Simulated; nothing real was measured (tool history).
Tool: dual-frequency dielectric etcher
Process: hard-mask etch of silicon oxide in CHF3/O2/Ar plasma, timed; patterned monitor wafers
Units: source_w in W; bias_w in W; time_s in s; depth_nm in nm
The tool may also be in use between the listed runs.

run	hour	source_w	bias_w	time_s	depth_nm
1	0.0	720	215	27.0	61.683
2	7.7	750	216	27.0	62.811
3	11.1	750	191	27.0	60.461
4	13.5	880	191	27.0	63.553
5	16.8	880	191	27.0	63.362
6	21.5	890	196	27.0	64.127
# hour 27.4: wet clean of the chamber
7	27.4	900	201	27.0	68.165
8	34.9	910	201	27.0	68.390
9	41.5	920	201	27.0	68.428
10	46.0	930	201	27.0	68.601
11	49.1	940	201	27.0	68.924
12	57.0	950	201	27.0	69.191
13	64.7	960	201	27.0	69.737
14	66.7	980	201	27.0	69.820

Forecast run 15:
15	67.2	1000	203	27.0	?

{"run 15": {"depth_nm": 70.567}}
